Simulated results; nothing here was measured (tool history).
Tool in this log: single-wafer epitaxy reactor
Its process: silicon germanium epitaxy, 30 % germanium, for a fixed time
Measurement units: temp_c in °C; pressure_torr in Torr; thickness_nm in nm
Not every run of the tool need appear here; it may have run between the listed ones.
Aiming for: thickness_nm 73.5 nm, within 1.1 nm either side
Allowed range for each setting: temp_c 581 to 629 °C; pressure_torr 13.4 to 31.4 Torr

run,day,temp_c,pressure_torr,thickness_nm
1,0,605,22.4,63.856
2,0.175,605,19.6,61.202
3,0.412,605,21.1,62.803
4,0.533,605,23.6,64.355
5,0.875,597,23.6,56.19
6,1.154,597,26.4,57.703
7,1.379,601,26.5,62.021
8,1.679,612,26.7,75.17

Which of these 5 next moves meets every target?
A,1.979,612,28.7,?
B,1.979,614,26.1,?
C,1.979,611,23.6,?
D,1.979,611,26.3,?
E,1.979,615,25.1,?

move,thickness_nm
A,77.014
B,77.532
C,71.613
D,73.824
E,77.993
A: further off than the last run
B: further off than the last run
C: takes the result that was furthest off past its target
D: every result within its allowed miss
E: further off than the last run
So the answer is move D, the one that meets all the targets.

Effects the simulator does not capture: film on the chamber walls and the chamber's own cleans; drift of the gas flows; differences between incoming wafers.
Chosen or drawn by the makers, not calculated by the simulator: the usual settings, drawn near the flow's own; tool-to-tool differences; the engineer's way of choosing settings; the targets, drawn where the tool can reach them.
